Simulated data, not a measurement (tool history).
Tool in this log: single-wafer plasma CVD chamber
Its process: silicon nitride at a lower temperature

run	day	heater temperature setpoint (K)	chamber pressure (Pa)	RF power (W)	deposition time (s)	mean film thickness on the monitor wafer (Å)
1	0	608.15	211	400	13.4	201.03
2	0.342	616.15	211	400	13.4	202.44
3	0.625	616.15	225	410	13.4	210.51
4	0.821	607.15	225	410	13.4	207.94
5	1.192	614.15	225	410	13.4	209.4
6	1.442	605.15	225	410	13.4	209.23
7	1.717	605.15	225	410	13.4	207.26

Predict the results of run 8:
8	2.012	605.15	239	415	13.4	?

For run 8 the tool returned mean film thickness on the monitor wafer (Å) 215.42.
